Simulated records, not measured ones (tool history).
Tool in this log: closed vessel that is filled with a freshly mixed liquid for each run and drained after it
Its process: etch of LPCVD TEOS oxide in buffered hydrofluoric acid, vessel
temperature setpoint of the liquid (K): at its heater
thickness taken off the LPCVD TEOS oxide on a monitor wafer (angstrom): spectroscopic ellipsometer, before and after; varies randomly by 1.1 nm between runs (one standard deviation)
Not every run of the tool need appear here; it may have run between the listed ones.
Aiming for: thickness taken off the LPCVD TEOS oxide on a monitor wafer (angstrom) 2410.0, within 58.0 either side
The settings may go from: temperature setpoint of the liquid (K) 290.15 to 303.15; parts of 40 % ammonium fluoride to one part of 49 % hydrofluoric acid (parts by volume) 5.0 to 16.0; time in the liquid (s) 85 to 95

run	hour	temperature setpoint of the liquid (K)	parts of 40 % ammonium fluoride to one part of 49 % hydrofluoric acid (parts by volume)	time in the liquid (s)	thickness taken off the LPCVD TEOS oxide on a monitor wafer (angstrom)
1	0.0	295.15	9.5	85	2099.8
2	7.2	296.15	9.5	85	2233.4
3	13.5	296.15	7.0	85	3037.0
4	21.6	296.15	5.0	85	4100.1
5	28.4	294.65	5.0	85	3781.1
6	35.2	298.15	5.0	85	4565.6
7	38.8	295.65	5.5	85	3649.6
8	39.4	294.15	5.5	85	3368.4
# hour 46.6: hydrofluoric acid flow meter replaced
9	46.6	293.15	6.0	85	2780.9
10	49.1	293.15	6.0	85	2803.7

Exercise: of the 4 proposed moves below, exactly one satisfies all targets within the stated allowed misses. Which move is it?
A	51.6	294.15	5.5	95	?
B	51.6	291.65	7.0	85	?
C	51.6	294.65	6.0	95	?
D	51.6	291.65	6.5	85	?

move	thickness taken off the LPCVD TEOS oxide on a monitor wafer (angstrom)
A	3547.3
B	2242.3
C	3387.6
D	2391.4
A: lands further from the targets than the last run did
B: takes the biggest miss from the last run beyond its target
C: lands further from the targets than the last run did
D: in spec on every target
So the answer is move D, the one that meets all the targets.

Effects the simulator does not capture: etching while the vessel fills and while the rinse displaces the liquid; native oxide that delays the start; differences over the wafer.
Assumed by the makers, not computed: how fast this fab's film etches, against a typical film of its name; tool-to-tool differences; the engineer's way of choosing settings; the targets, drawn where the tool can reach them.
